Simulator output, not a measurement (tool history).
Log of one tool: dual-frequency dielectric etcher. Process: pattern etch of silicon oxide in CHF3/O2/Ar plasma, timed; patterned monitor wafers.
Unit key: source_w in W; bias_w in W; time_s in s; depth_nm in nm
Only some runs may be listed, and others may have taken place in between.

{"run": 1, "hour": 0.0, "source_w": 870, "bias_w": 222, "time_s": 335.5, "depth_nm": 777.59}
{"run": 2, "hour": 3.8, "source_w": 840, "bias_w": 215, "time_s": 334.5, "depth_nm": 757.97}
{"run": 3, "hour": 7.7, "source_w": 840, "bias_w": 245, "time_s": 334.5, "depth_nm": 792.92}
{"run": 4, "hour": 14.0, "source_w": 810, "bias_w": 236, "time_s": 333.0, "depth_nm": 775.94}
{"run": 5, "hour": 19.4, "source_w": 660, "bias_w": 236, "time_s": 333.0, "depth_nm": 682.86}
{"run": 6, "hour": 25.6, "source_w": 660, "bias_w": 236, "time_s": 309.5, "depth_nm": 639.48}
{"run": 7, "hour": 32.6, "source_w": 650, "bias_w": 236, "time_s": 309.5, "depth_nm": 633.85}
{"run": 8, "hour": 35.4, "source_w": 650, "bias_w": 236, "time_s": 309.5, "depth_nm": 630.27}
{"run": 9, "hour": 44.4, "source_w": 640, "bias_w": 236, "time_s": 309.5, "depth_nm": 627.78}
{"run": 10, "hour": 45.6, "source_w": 630, "bias_w": 236, "time_s": 309.5, "depth_nm": 628.97}

Estimate the outcome of run 11 from the log above:
{"run": 11, "hour": 50.7, "source_w": 520, "bias_w": 230, "time_s": 309.5, "depth_nm": "?"}

depth_nm: 545.70 nm
